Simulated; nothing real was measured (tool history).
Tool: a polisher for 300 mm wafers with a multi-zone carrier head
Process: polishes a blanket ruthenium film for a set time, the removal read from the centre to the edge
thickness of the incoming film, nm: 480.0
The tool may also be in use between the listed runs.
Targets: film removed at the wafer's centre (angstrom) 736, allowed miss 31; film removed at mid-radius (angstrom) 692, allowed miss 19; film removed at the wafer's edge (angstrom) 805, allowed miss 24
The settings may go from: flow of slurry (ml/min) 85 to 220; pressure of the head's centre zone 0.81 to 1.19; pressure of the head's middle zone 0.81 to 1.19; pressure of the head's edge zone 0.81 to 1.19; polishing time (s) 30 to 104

run  hour  flow of slurry (ml/min)  pressure of the head's centre zone  pressure of the head's middle zone  pressure of the head's edge zone  polishing time (s)  film removed at the wafer's centre (angstrom)  film removed at mid-radius (angstrom)  film removed at the wafer's edge (angstrom)
  1     0                      140                                   1                                   1                                 1                  67                                         736.91                                  780.4                                       730.58
  2   4.7                      135                                   1                                0.97                              1.04                  68                                         752.14                                 762.12                                       762.32
  3   6.5                      135                                   1                                1.03                              1.04                  68                                         757.05                                 807.56                                       754.07
  4   7.4                      125                                   1                                   1                              1.07                  68                                          728.9                                 761.12                                       744.59
  5  11.1                      140                                   1                                   1                              1.07                  68                                         765.25                                 787.22                                       774.93
  6  14.9                      140                                1.08                                   1                              1.07                  68                                         805.89                                 788.44                                       778.63
  7  20.8                      130                                1.06                                0.98                               1.1                  69                                         802.87                                 779.87                                       784.88
  8    27                      125                                1.03                                0.95                              1.12                  70                                         778.85                                 771.15                                       805.86
  9  28.6                      120                                1.03                                0.92                              1.13                  70                                         766.27                                 732.74                                       801.52
 10  32.4                      115                                1.03                                0.91                              1.14                  70                                         764.63                                 731.04                                       805.59
 11  36.4                       90                                1.02                                0.85                              1.17                  70                                         689.53                                  634.4                                       771.13
 12  43.7                       95                                1.02                                0.86                              1.17                  70                                         730.79                                 646.43                                       790.87
 13  47.1                      100                                1.01                                0.87                              1.17                  70                                         723.56                                 673.41                                       778.41

Which of these 5 next moves meets every target?
  A  50.5                      140                                   1                                0.94                              1.14                  64                                              ?                                      ?                                            ?
  B  50.5                       95                                1.04                                0.81                              1.17                  74                                              ?                                      ?                                            ?
  C  50.5                      100                                1.01                                0.88                              1.17                  72                                              ?                                      ?                                            ?
  D  50.5                      115                                0.97                                0.99                              1.17                  65                                              ?                                      ?                                            ?
  E  50.5                      115                                0.96                                0.95                              1.17                  66                                              ?                                      ?                                            ?

move  film removed at the wafer's centre (angstrom)  film removed at mid-radius (angstrom)  film removed at the wafer's edge (angstrom)
   A                                         704.69                                 706.18                                       747.19
   B                                         749.05                                  656.8                                       821.41
   C                                         727.63                                 694.12                                       806.35
   D                                         667.99                                 717.07                                       745.26
   E                                         673.64                                 703.32                                       757.13
A: further off than the last run
B: brings the result that was furthest off to its target, and leaves another outside
C: meets every target
D: further off than the last run
E: further off than the last run
Answer: C
